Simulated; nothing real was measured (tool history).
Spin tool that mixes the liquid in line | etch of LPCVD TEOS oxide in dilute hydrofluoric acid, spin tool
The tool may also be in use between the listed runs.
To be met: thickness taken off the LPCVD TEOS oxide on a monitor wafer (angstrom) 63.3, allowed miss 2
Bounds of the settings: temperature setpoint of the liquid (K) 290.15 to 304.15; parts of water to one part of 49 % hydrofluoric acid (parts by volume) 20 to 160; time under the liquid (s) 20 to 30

| run | day | temperature setpoint of the liquid (K) | parts of water to one part of 49 % hydrofluoric acid (parts by volume) | time under the liquid (s) | thickness taken off the LPCVD TEOS oxide on a monitor wafer (angstrom) |
|---|---|---|---|---|---|
| 1 | 0 | 296.15 | 90 | 30 | 88.313 |
| 2 | 0.142 | 296.15 | 70 | 30 | 117.46 |
| 3 | 0.433 | 298.15 | 70 | 30 | 124.35 |
| 4 | 0.479 | 296.15 | 80 | 30 | 102.38 |
| 5 | 0.846 | 296.15 | 55 | 30 | 150.96 |
| 6 | 0.983 | 295.15 | 70 | 30 | 113.03 |
| 7 | 1.179 | 294.15 | 75 | 30 | 99.203 |
| 8 | 1.479 | 293.15 | 80 | 30 | 89.573 |
| 9 | 1.762 | 292.65 | 85 | 30 | 82.454 |
| 10 | 1.929 | 292.15 | 90 | 30 | 76.096 |
| 11 | 2.25 | 291.65 | 90 | 30 | 73.874 |
| 12 | 2.554 | 291.15 | 90 | 30 | 71.897 |

5 next moves are on the table. One of them brings every result within its allowed miss. Which?
| A | 2.858 | 290.15 | 80 | 30 | ? |
| B | 2.858 | 290.65 | 80 | 25 | ? |
| C | 2.858 | 290.65 | 85 | 25 | ? |
| D | 2.858 | 291.15 | 80 | 30 | ? |
| E | 2.858 | 290.15 | 90 | 30 | ? |

| move | thickness taken off the LPCVD TEOS oxide on a monitor wafer (angstrom) |
|---|---|
| A | 78.715 |
| B | 67.008 |
| C | 62.726 |
| D | 82.133 |
| E | 69.229 |
A: further off than the last run
B: nearer than the last run, and not there yet
C: meets every target
D: further off than the last run
E: nearer than the last run, and not there yet
Answer: C
